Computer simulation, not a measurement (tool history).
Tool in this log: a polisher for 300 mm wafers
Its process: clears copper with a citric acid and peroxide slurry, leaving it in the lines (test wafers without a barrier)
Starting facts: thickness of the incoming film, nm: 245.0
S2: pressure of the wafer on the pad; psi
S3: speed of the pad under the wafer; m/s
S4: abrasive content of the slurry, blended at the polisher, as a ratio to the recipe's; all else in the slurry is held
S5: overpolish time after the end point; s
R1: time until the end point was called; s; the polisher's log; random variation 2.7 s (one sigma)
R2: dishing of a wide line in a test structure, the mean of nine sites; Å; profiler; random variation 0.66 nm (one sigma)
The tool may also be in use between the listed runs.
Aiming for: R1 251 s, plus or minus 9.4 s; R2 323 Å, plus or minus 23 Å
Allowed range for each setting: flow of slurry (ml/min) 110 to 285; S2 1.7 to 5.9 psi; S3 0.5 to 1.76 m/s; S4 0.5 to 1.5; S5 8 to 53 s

run 1 day=0 | flow_of_slurry_(ml/min)=180 S2=3.8 S3=1.12 S4=1 S5=27 | R1=105.05 R2=435.1
run 2 day=0.1 | flow_of_slurry_(ml/min)=180 S2=3.8 S3=1.3 S4=1 S5=27 | R1=93.126 R2=498.66
run 3 day=0.138 | flow_of_slurry_(ml/min)=180 S2=4.2 S3=1.3 S4=1 S5=27 | R1=84.699 R2=560.68
run 4 day=0.171 | flow_of_slurry_(ml/min)=135 S2=4.2 S3=1.3 S4=1 S5=27 | R1=88.856 R2=522.93
run 5 day=0.538 | flow_of_slurry_(ml/min)=135 S2=4.2 S3=1.3 S4=1 S5=37 | R1=88.902 R2=631.69
run 6 day=0.629 | flow_of_slurry_(ml/min)=135 S2=4.2 S3=1.3 S4=1 S5=48 | R1=88.595 R2=783.4
-- day=0.792 slurry blender recalibrated
run 7 day=0.792 | flow_of_slurry_(ml/min)=125 S2=3.2 S3=0.98 S4=0.95 S5=49 | R1=136.58 R2=591.16
run 8 day=0.929 | flow_of_slurry_(ml/min)=125 S2=2.8 S3=0.86 S4=0.95 S5=47 | R1=169.8 R2=467.18
run 9 day=1.104 | flow_of_slurry_(ml/min)=125 S2=1.8 S3=0.72 S4=0.95 S5=45 | R1=266.04 R2=304.38

Below are 5 possible settings for the next run. Only one of them brings all results inside the allowed miss of their targets. Which is it?
run A day=1.279 | flow_of_slurry_(ml/min)=125 S2=1.9 S3=0.68 S4=0.9 S5=49 | R1=? R2=?
run B day=1.279 | flow_of_slurry_(ml/min)=110 S2=2.7 S3=0.66 S4=0.95 S5=35 | R1=? R2=?
run C day=1.279 | flow_of_slurry_(ml/min)=110 S2=1.7 S3=0.76 S4=0.9 S5=44 | R1=? R2=?
run D day=1.279 | flow_of_slurry_(ml/min)=110 S2=1.9 S3=0.74 S4=1.05 S5=38 | R1=? R2=?
run E day=1.279 | flow_of_slurry_(ml/min)=120 S2=1.9 S3=0.78 S4=0.8 S5=46 | R1=? R2=?

move=A R1=273.27 R2=319.74
move=B R1=229.98 R2=279.43
move=C R1=271.56 R2=291.53
move=D R1=250.91 R2=275.54
move=E R1=250.37 R2=326.36
A: the biggest miss grows against the last run
B: takes the result that was furthest off past its target
C: the biggest miss grows against the last run
D: the furthest-off result lands on target, but another misses its tolerance
E: all results land within tolerance of their targets
The move that meets every target is E.
